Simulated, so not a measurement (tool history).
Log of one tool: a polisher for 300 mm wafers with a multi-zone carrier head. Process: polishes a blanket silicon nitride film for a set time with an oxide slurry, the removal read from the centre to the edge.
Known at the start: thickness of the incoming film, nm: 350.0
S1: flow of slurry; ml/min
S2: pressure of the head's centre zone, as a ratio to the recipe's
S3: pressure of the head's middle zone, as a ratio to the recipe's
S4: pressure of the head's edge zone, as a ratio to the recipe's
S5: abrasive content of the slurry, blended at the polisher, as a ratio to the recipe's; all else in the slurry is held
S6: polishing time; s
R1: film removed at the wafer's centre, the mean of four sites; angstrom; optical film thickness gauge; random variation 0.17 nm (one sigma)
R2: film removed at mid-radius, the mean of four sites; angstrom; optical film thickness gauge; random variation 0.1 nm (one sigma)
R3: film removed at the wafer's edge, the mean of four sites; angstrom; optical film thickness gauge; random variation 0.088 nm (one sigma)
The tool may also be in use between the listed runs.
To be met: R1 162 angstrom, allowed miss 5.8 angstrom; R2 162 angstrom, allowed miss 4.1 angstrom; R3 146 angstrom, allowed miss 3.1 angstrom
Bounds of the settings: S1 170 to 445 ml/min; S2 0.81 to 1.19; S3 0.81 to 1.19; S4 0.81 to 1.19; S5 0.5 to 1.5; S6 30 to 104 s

run	hour	S1	S2	S3	S4	S5	S6	R1	R2	R3
1	0	285	1	1	1	1	67	214.73	215.66	210.13
2	6.9	285	1	1	0.96	1	67	215.21	214.81	204.04
3	7.6	285	1	1	0.96	1	83	265.64	267.78	253.42
4	10.4	285	1	1	0.96	1	72	228.75	232.23	223.72
5	12.3	285	1.01	1.01	0.95	0.95	70	215.83	218.68	206.51
6	20.3	285	1.01	0.93	0.95	0.95	70	219.42	205.84	211.92
7	21.3	285	1.01	0.94	0.93	0.9	69	212.37	199.36	198.06
8	26.1	255	0.91	0.93	0.83	0.65	69	160.77	164.1	158.96
9	31	250	0.92	0.94	0.83	0.65	69	160.3	165.37	156.18
10	34.8	245	0.93	0.94	0.83	0.65	69	159.3	164.71	155.86
11	43	240	0.94	0.94	0.83	0.65	69	161.54	164.92	158.46
12	50.9	250	0.94	0.94	0.83	0.65	69	165.18	166.79	158.28
13	54	250	0.99	0.99	0.81	0.5	69	148.74	147.73	133.06
14	57.8	260	0.99	0.99	0.82	0.5	69	148.51	149.55	134
15	61.2	265	0.99	0.99	0.83	0.5	69	147.72	148.68	136.18
16	68.5	265	0.99	0.99	0.84	0.5	69	149.26	147.86	133.69
17	77.5	265	0.99	0.99	0.84	0.5	69	146.53	149.11	133.58
18	80.1	265	1	0.99	0.84	0.55	69	158.29	155.18	143.25

5 next moves are on the table. One of them brings every result within its allowed miss. Which?
A	82.7	260	1.03	0.94	0.81	0.55	70	?	?	?
B	82.7	265	1.03	0.97	0.98	0.5	73	?	?	?
C	82.7	235	0.99	0.99	0.81	0.5	76	?	?	?
D	82.7	270	1	0.96	0.85	0.55	69	?	?	?
E	82.7	290	1	0.94	0.92	0.55	69	?	?	?

move	R1	R2	R3
A	165.64	152.93	142.7
B	163.07	154.48	153.06
C	161.04	161.54	144.59
D	159.38	154.05	144.07
E	160.61	152.42	150.2
A: further off than the last run
B: further off than the last run
C: meets every target
D: further off than the last run
E: further off than the last run
Answer: C
